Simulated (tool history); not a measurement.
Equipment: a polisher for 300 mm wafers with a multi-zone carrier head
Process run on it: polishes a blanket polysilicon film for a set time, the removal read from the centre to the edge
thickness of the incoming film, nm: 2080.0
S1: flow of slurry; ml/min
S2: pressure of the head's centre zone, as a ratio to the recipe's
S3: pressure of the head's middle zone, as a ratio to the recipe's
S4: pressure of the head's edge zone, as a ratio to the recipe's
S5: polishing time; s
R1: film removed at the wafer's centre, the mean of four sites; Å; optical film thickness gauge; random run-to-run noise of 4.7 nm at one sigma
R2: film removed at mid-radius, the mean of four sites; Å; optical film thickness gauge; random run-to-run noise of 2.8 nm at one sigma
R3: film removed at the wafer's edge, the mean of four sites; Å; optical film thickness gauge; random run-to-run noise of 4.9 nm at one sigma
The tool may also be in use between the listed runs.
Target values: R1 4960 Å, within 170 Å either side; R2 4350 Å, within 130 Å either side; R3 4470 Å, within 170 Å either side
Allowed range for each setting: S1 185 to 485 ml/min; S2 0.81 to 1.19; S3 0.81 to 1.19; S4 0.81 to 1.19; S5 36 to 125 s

run	hour	S1	S2	S3	S4	S5	R1	R2	R3
1	0	310	1	1	1	80	6356	6171.3	6194.6
2	2.2	310	1	1	1.06	80	6295	6139.2	6329.5
3	9.9	310	1	0.98	1.03	75	5904.6	5682.1	5961.8
4	15.1	310	1.07	0.98	1.03	75	6260.9	5667.8	5856.3
5	22	310	1.07	0.98	1.03	89	7397.1	6738.5	6955
6	24.5	310	1.07	0.97	1.01	82	6811.1	6186.8	6289.8
7	26.5	305	1.06	0.95	0.99	77	6475.9	5751.8	5874.2
8	27.9	290	0.96	0.86	0.89	55	4110.6	3768.2	4074.3
9	35.6	300	0.98	0.88	0.91	55	4295.2	3850.1	3990.6

Exercise: of the 5 proposed moves below, exactly one satisfies all targets within the stated allowed misses. Which move is it?
A	43.3	300	0.83	0.83	1.04	55	?	?	?
B	43.3	330	1.04	0.9	0.88	61	?	?	?
C	43.3	460	1.16	1.15	0.81	50	?	?	?
D	43.3	295	0.89	0.85	0.88	50	?	?	?
E	43.3	310	1.08	0.97	0.81	55	?	?	?

move	R1	R2	R3
A	3600.2	3688.9	4356.2
B	5068.9	4364.7	4565.5
C	4783	4384.9	3700.5
D	3505	3401.8	3711.1
E	4716.6	4122.4	3975.5
A: its largest miss is bigger than the last run's
B: every result lands within tolerance
C: its largest miss is bigger than the last run's
D: its largest miss is bigger than the last run's
E: closes in on the targets versus the last run, not all within tolerance yet
B meets every target.
